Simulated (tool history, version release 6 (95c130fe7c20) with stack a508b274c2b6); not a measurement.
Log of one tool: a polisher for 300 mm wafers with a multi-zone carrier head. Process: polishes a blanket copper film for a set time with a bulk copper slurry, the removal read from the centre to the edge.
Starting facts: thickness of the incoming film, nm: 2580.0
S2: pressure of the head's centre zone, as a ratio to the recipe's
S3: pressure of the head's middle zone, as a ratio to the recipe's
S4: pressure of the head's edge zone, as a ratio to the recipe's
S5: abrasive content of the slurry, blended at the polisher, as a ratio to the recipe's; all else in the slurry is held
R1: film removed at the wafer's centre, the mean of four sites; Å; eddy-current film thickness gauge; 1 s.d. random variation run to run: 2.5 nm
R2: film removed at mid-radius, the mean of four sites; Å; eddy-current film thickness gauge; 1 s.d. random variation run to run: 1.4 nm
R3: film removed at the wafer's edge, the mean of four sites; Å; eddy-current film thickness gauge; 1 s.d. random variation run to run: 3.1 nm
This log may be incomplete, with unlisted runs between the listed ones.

{"run": 1, "hour": 0.0, "flow of slurry (ml/min)": 310, "S2": 1, "S3": 1, "S4": 1, "S5": 1, "polishing time (s)": 31, "R1": 2135.9, "R2": 2051, "R3": 2239.4}
{"run": 2, "hour": 5.3, "flow of slurry (ml/min)": 310, "S2": 1, "S3": 1, "S4": 1.03, "S5": 1, "polishing time (s)": 31, "R1": 2107.6, "R2": 2059.5, "R3": 2254.6}
{"run": 3, "hour": 6.7, "flow of slurry (ml/min)": 315, "S2": 1.04, "S3": 0.97, "S4": 1.06, "S5": 1.05, "polishing time (s)": 31, "R1": 2231.2, "R2": 2023.8, "R3": 2264.2}
{"run": 4, "hour": 15.0, "flow of slurry (ml/min)": 315, "S2": 1.05, "S3": 0.94, "S4": 1.08, "S5": 1.15, "polishing time (s)": 31, "R1": 2251, "R2": 2010.9, "R3": 2323.6}
{"hour": 18.3, "done": "edge zone pressure recalibrated"}
{"run": 5, "hour": 18.3, "flow of slurry (ml/min)": 315, "S2": 1.05, "S3": 0.89, "S4": 1.08, "S5": 1.15, "polishing time (s)": 31, "R1": 2280.4, "R2": 1933.8, "R3": 2286.5}
{"run": 6, "hour": 20.3, "flow of slurry (ml/min)": 320, "S2": 1.07, "S3": 0.88, "S4": 1.11, "S5": 1.25, "polishing time (s)": 31, "R1": 2355.8, "R2": 1956.8, "R3": 2362}
{"run": 7, "hour": 24.1, "flow of slurry (ml/min)": 325, "S2": 1.08, "S3": 0.88, "S4": 1.13, "S5": 1.3, "polishing time (s)": 31, "R1": 2410.8, "R2": 1944.5, "R3": 2399.6}
{"run": 8, "hour": 32.3, "flow of slurry (ml/min)": 330, "S2": 1.09, "S3": 0.89, "S4": 1.14, "S5": 1.35, "polishing time (s)": 31, "R1": 2459.9, "R2": 2001.7, "R3": 2448.9}
{"run": 9, "hour": 37.8, "flow of slurry (ml/min)": 335, "S2": 1.1, "S3": 0.89, "S4": 1.15, "S5": 1.35, "polishing time (s)": 31, "R1": 2468.7, "R2": 2006.3, "R3": 2483.9}

Run 10, settings as shown, results not yet in. Your forecast:
{"run": 10, "hour": 41.1, "flow of slurry (ml/min)": 340, "S2": 1.11, "S3": 0.89, "S4": 1.16, "S5": 1.35, "polishing time (s)": 31, "R1": "?", "R2": "?", "R3": "?"}

Logged for run 10: R1 2497.5 Å, R2 2003.2 Å, R3 2494.9 Å.
